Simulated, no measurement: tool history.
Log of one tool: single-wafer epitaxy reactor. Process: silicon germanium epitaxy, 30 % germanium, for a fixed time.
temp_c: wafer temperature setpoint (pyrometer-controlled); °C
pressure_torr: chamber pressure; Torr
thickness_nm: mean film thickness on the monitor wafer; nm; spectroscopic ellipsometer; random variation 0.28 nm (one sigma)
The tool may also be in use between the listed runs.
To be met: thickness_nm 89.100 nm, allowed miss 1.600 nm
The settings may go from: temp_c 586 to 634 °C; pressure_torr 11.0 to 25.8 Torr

{"run": 1, "hour": 0.0, "temp_c": 610, "pressure_torr": 18.4, "thickness_nm": 64.979}
{"run": 2, "hour": 5.2, "temp_c": 606, "pressure_torr": 18.4, "thickness_nm": 60.026}
{"run": 3, "hour": 7.4, "temp_c": 606, "pressure_torr": 15.6, "thickness_nm": 57.009}
{"run": 4, "hour": 16.1, "temp_c": 606, "pressure_torr": 17.7, "thickness_nm": 59.387}
{"run": 5, "hour": 20.0, "temp_c": 600, "pressure_torr": 17.7, "thickness_nm": 52.638}
{"run": 6, "hour": 22.3, "temp_c": 606, "pressure_torr": 17.7, "thickness_nm": 59.613}
{"run": 7, "hour": 23.9, "temp_c": 618, "pressure_torr": 18.0, "thickness_nm": 75.469}
{"run": 8, "hour": 25.4, "temp_c": 620, "pressure_torr": 18.0, "thickness_nm": 78.451}
{"run": 9, "hour": 29.8, "temp_c": 628, "pressure_torr": 18.1, "thickness_nm": 91.163}

Which of these 4 next moves meets every target?
{"run": "A", "hour": 34.2, "temp_c": 632, "pressure_torr": 15.0, "thickness_nm": "?"}
{"run": "B", "hour": 34.2, "temp_c": 630, "pressure_torr": 16.8, "thickness_nm": "?"}
{"run": "C", "hour": 34.2, "temp_c": 626, "pressure_torr": 20.9, "thickness_nm": "?"}
{"run": "D", "hour": 34.2, "temp_c": 631, "pressure_torr": 14.1, "thickness_nm": "?"}

move=A thickness_nm=92.268
move=B thickness_nm=92.268
move=C thickness_nm=92.144
move=D thickness_nm=88.755
A: further off than the last run
B: further off than the last run
C: further off than the last run
D: meets every target
Answer: D
